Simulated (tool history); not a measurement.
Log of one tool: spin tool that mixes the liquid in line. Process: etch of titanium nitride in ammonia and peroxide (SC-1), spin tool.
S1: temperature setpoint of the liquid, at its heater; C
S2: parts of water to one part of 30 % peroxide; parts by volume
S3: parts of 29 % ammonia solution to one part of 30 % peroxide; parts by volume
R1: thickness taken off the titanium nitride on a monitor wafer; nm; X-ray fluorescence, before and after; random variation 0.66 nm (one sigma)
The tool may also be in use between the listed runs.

Run 1, hour 0: S1 48 C, S2 7 parts by volume, S3 0.85 parts by volume, time under the liquid (s) 320. Result: R1 42.247 nm.
Run 2, hour 7.7: S1 48 C, S2 7 parts by volume, S3 0.85 parts by volume, time under the liquid (s) 340. Result: R1 44.521 nm.
Run 3, hour 13.6: S1 49 C, S2 7 parts by volume, S3 0.85 parts by volume, time under the liquid (s) 340. Result: R1 48.118 nm.
Run 4, hour 17.5: S1 49 C, S2 5 parts by volume, S3 0.85 parts by volume, time under the liquid (s) 340. Result: R1 56.114 nm.
At hour 25.7: new drum of ammonia solution connected.
Run 5, hour 25.7: S1 49 C, S2 5 parts by volume, S3 1.05 parts by volume, time under the liquid (s) 340. Result: R1 58.317 nm.
Run 6, hour 27.7: S1 49.5 C, S2 5 parts by volume, S3 1.05 parts by volume, time under the liquid (s) 340. Result: R1 60.207 nm.
Run 7, hour 30.1: S1 50 C, S2 5 parts by volume, S3 1.05 parts by volume, time under the liquid (s) 340. Result: R1 62.271 nm.
Run 8, hour 32.1: S1 50.5 C, S2 5 parts by volume, S3 1.05 parts by volume, time under the liquid (s) 340. Result: R1 64.653 nm.
Run 9, hour 39.5: S1 51 C, S2 5 parts by volume, S3 1.05 parts by volume, time under the liquid (s) 340. Result: R1 66.363 nm.
Run 10, hour 41.9: S1 51.5 C, S2 5 parts by volume, S3 1.05 parts by volume, time under the liquid (s) 340. Result: R1 68.798 nm.
Run 11, hour 50.8: S1 51.5 C, S2 5 parts by volume, S3 1.05 parts by volume, time under the liquid (s) 340. Result: R1 69.561 nm.

Run 12 comes next. What will it give?
Run 12, hour 55.4: S1 52 C, S2 5 parts by volume, S3 1.05 parts by volume, time under the liquid (s) 340. Result: R1 ?.

R1: 71.292 nm
